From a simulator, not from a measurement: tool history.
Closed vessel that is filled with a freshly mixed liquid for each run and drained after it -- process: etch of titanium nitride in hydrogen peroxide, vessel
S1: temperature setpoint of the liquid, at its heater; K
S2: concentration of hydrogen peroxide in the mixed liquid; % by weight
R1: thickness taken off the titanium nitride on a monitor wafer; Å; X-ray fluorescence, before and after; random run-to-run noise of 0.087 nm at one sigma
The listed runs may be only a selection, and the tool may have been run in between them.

run 1 hour=0 | S1=316.15 S2=22 time_in_the_liquid_(s)=405 | R1=94.655
run 2 hour=7.6 | S1=319.65 S2=22 time_in_the_liquid_(s)=405 | R1=123.19
run 3 hour=11.5 | S1=313.15 S2=22 time_in_the_liquid_(s)=405 | R1=75.025
run 4 hour=14.4 | S1=317.65 S2=22 time_in_the_liquid_(s)=405 | R1=105.11
run 5 hour=21.1 | S1=317.65 S2=22 time_in_the_liquid_(s)=430 | R1=112.33
run 6 hour=29.7 | S1=313.15 S2=22 time_in_the_liquid_(s)=430 | R1=80.438
run 7 hour=31.4 | S1=316.15 S2=22 time_in_the_liquid_(s)=430 | R1=100.33
run 8 hour=34.9 | S1=318.15 S2=22 time_in_the_liquid_(s)=430 | R1=116.32

Run 9 is up next; what results do you expect?
run 9 hour=36.9 | S1=319.65 S2=22 time_in_the_liquid_(s)=430 | R1=?

Run 9 came out at R1 130.59 Å.

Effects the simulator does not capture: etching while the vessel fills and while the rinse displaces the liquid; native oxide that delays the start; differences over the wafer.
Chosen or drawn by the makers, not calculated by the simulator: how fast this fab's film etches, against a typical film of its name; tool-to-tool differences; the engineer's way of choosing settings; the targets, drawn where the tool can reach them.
